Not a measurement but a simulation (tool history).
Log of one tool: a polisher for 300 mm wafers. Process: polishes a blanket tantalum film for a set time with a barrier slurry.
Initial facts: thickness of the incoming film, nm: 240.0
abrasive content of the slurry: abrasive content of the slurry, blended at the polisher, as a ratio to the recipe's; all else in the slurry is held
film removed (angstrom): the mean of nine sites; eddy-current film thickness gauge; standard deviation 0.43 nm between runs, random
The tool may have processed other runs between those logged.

| run | hour | flow of slurry (ml/min) | pressure of the wafer on the pad (psi) | speed of the pad under the wafer (cm/s) | abrasive content of the slurry | polishing time (s) | film removed (angstrom) |
|---|---|---|---|---|---|---|---|
| 1 | 0.0 | 285 | 1.7 | 110 | 1.0 | 79 | 1050.80 |
| 2 | 7.8 | 285 | 1.5 | 108 | 1.0 | 79 | 898.74 |
| 3 | 8.8 | 285 | 1.5 | 108 | 1.0 | 79 | 914.04 |
| 4 | 11.6 | 285 | 1.3 | 108 | 1.0 | 79 | 785.33 |
| 5 | 16.9 | 285 | 0.9 | 108 | 1.0 | 79 | 553.62 |
| 6 | 20.9 | 285 | 0.9 | 108 | 1.0 | 79 | 562.94 |
| 7 | 28.6 | 290 | 0.9 | 108 | 1.0 | 79 | 557.93 |
| 8 | 35.9 | 290 | 1.0 | 108 | 1.0 | 79 | 616.22 |
| 9 | 40.2 | 280 | 1.0 | 108 | 1.0 | 79 | 607.39 |
|  | 41.8 | worn pad replaced by a new one |
| 10 | 41.8 | 275 | 1.0 | 108 | 1.0 | 79 | 678.41 |
| 11 | 50.4 | 280 | 1.0 | 108 | 1.0 | 79 | 683.97 |
| 12 | 59.2 | 285 | 1.0 | 108 | 1.0 | 79 | 684.80 |
| 13 | 62.0 | 295 | 1.0 | 108 | 1.0 | 79 | 687.19 |

For run 14, what comes out?
| 14 | 64.3 | 285 | 1.0 | 108 | 1.0 | 79 | ? |

film removed (angstrom): 677.29
